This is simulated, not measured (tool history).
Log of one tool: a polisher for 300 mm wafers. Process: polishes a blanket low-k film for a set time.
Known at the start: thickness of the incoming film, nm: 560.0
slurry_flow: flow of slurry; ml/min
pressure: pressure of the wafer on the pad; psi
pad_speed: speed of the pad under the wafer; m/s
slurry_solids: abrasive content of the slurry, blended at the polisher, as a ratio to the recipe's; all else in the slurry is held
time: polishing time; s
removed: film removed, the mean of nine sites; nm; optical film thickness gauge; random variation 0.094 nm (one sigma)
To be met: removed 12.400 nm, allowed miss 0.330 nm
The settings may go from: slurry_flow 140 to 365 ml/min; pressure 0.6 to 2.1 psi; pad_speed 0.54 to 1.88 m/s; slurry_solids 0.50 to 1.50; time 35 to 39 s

run 1 hour=0.0 | slurry_flow=235 pressure=1.3 pad_speed=1.20 slurry_solids=1.00 time=39 | removed=14.179
run 2 hour=8.1 | slurry_flow=230 pressure=1.2 pad_speed=1.20 slurry_solids=1.00 time=39 | removed=13.045
run 3 hour=11.2 | slurry_flow=230 pressure=1.2 pad_speed=1.20 slurry_solids=1.00 time=35 | removed=11.665
run 4 hour=18.6 | slurry_flow=235 pressure=1.2 pad_speed=1.20 slurry_solids=1.00 time=35 | removed=11.627
run 5 hour=25.4 | slurry_flow=235 pressure=1.2 pad_speed=1.20 slurry_solids=1.20 time=35 | removed=12.836
run 6 hour=28.7 | slurry_flow=230 pressure=1.2 pad_speed=1.20 slurry_solids=1.20 time=35 | removed=12.801
run 7 hour=30.7 | slurry_flow=230 pressure=1.2 pad_speed=1.20 slurry_solids=1.20 time=35 | removed=12.985
run 8 hour=35.0 | slurry_flow=230 pressure=1.1 pad_speed=1.20 slurry_solids=1.20 time=35 | removed=11.818
run 9 hour=40.9 | slurry_flow=235 pressure=1.2 pad_speed=1.20 slurry_solids=1.20 time=35 | removed=12.896
run 10 hour=43.0 | slurry_flow=230 pressure=1.2 pad_speed=1.20 slurry_solids=1.20 time=35 | removed=12.590
run 11 hour=49.6 | slurry_flow=225 pressure=1.2 pad_speed=1.20 slurry_solids=1.20 time=35 | removed=12.959

5 next moves are on the table. One of them brings every result within its allowed miss. Which?
run A hour=56.2 | slurry_flow=185 pressure=1.3 pad_speed=1.14 slurry_solids=1.25 time=35 | removed=?
run B hour=56.2 | slurry_flow=240 pressure=1.3 pad_speed=1.00 slurry_solids=1.30 time=36 | removed=?
run C hour=56.2 | slurry_flow=265 pressure=1.1 pad_speed=1.22 slurry_solids=1.25 time=38 | removed=?
run D hour=56.2 | slurry_flow=155 pressure=1.0 pad_speed=1.32 slurry_solids=1.50 time=38 | removed=?
run E hour=56.2 | slurry_flow=240 pressure=1.0 pad_speed=1.30 slurry_solids=1.20 time=38 | removed=?

move=A removed=13.497
move=B removed=13.466
move=C removed=13.458
move=D removed=13.158
move=E removed=12.395
A: further off than the last run
B: further off than the last run
C: further off than the last run
D: further off than the last run
E: meets every target
Answer: E
